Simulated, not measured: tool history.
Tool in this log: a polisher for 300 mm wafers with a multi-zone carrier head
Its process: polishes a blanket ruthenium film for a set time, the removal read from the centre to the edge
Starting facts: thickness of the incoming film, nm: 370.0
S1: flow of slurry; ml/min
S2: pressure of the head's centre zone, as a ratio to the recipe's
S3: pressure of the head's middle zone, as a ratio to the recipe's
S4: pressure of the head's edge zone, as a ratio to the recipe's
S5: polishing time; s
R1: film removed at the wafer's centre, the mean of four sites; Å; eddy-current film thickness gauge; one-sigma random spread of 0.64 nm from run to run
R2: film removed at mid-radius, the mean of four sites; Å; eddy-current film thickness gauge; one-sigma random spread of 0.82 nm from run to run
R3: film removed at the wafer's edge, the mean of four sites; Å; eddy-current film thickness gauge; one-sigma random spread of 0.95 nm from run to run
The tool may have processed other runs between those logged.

| run | hour | S1 | S2 | S3 | S4 | S5 | R1 | R2 | R3 |
|---|---|---|---|---|---|---|---|---|---|
| 1 | 0.0 | 145 | 1.00 | 1.00 | 1.00 | 46 | 521.95 | 486.53 | 473.91 |
| 2 | 8.8 | 145 | 1.00 | 1.00 | 0.96 | 46 | 536.96 | 469.49 | 452.97 |
| 3 | 17.6 | 145 | 1.00 | 1.04 | 0.96 | 46 | 530.34 | 504.75 | 459.99 |
| 4 | 26.6 | 155 | 1.02 | 1.05 | 1.01 | 48 | 570.82 | 522.31 | 496.61 |
| 5 | 29.5 | 155 | 1.02 | 1.05 | 1.01 | 37 | 442.39 | 396.72 | 374.46 |
| 6 | 31.5 | 150 | 1.02 | 1.06 | 1.04 | 42 | 490.40 | 461.33 | 434.74 |
| 7 | 34.7 | 150 | 1.02 | 1.07 | 1.07 | 45 | 522.03 | 507.40 | 475.01 |
| 8 | 41.0 | 155 | 1.02 | 1.07 | 1.09 | 48 | 553.74 | 523.73 | 513.45 |
| 9 | 46.1 | 150 | 1.02 | 1.08 | 1.10 | 50 | 589.78 | 551.28 | 545.09 |
| 10 | 47.3 | 150 | 1.01 | 1.10 | 1.11 | 52 | 603.56 | 591.85 | 566.35 |
| 11 | 49.1 | 155 | 1.01 | 1.11 | 1.13 | 53 | 625.22 | 605.89 | 560.29 |

Run 12 has not been measured yet. What should we expect?
| 12 | 51.2 | 140 | 1.01 | 1.12 | 1.14 | 54 | ? | ? | ? |

Run 12 yielded R1 607.30 Å, R2 602.04 Å, R3 584.23 Å.
